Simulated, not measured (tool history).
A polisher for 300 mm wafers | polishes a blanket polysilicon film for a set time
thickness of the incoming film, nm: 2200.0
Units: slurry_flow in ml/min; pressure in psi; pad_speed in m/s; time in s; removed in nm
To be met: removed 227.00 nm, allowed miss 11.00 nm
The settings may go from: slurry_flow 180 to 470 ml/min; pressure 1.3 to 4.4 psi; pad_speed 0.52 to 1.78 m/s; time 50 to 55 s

run	hour	slurry_flow	pressure	pad_speed	time	removed
1	0.0	300	2.8	1.14	55	505.74
2	2.6	300	2.8	0.96	55	427.53
3	11.2	300	2.4	0.92	55	352.65
4	19.4	300	2.7	0.92	55	411.03
5	24.1	300	2.3	0.90	55	333.53
6	27.8	300	2.3	0.66	55	248.06
7	30.7	300	2.3	0.66	55	249.02
8	33.7	300	2.2	0.66	55	239.33

Which of these 4 next moves meets every target?
A	36.7	255	2.3	0.70	54	?
B	36.7	290	2.1	0.68	54	?
C	36.7	330	2.3	0.70	52	?
D	36.7	270	2.4	0.68	53	?

move	removed
A	249.19
B	224.93
C	245.58
D	249.40
A: further off than the last run
B: meets every target
C: further off than the last run
D: further off than the last run
Move B is the one to make.
